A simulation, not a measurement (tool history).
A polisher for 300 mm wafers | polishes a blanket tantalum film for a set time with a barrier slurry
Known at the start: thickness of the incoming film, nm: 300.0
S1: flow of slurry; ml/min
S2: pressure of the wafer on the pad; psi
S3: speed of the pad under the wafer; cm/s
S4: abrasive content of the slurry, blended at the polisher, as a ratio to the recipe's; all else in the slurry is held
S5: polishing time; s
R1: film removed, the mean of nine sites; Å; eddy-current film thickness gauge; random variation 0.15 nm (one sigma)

Run 1, day 0.000: S1 220 ml/min, S2 1.2 psi, S3 96 cm/s, S4 1.0, S5 33 s. Result: R1 307.68 Å.
Run 2, day 0.096: S1 220 ml/min, S2 1.3 psi, S3 96 cm/s, S4 1.0, S5 33 s. Result: R1 335.05 Å.
Run 3, day 0.371: S1 220 ml/min, S2 1.4 psi, S3 96 cm/s, S4 1.0, S5 33 s. Result: R1 359.83 Å.
Run 4, day 0.608: S1 250 ml/min, S2 1.4 psi, S3 96 cm/s, S4 1.0, S5 33 s. Result: R1 366.19 Å.
Run 5, day 0.950: S1 280 ml/min, S2 1.4 psi, S3 96 cm/s, S4 1.0, S5 33 s. Result: R1 368.73 Å.
Run 6, day 1.017: S1 235 ml/min, S2 1.4 psi, S3 96 cm/s, S4 1.0, S5 33 s. Result: R1 361.82 Å.
Run 7, day 1.117: S1 235 ml/min, S2 1.2 psi, S3 96 cm/s, S4 1.0, S5 33 s. Result: R1 309.55 Å.
Run 8, day 1.267: S1 235 ml/min, S2 1.1 psi, S3 96 cm/s, S4 1.0, S5 33 s. Result: R1 284.27 Å.

Run 9 comes next. What will it give?
Run 9, day 1.392: S1 235 ml/min, S2 1.0 psi, S3 96 cm/s, S4 1.0, S5 33 s. Result: R1 ?.

Run 9 gave R1 261.39 Å.
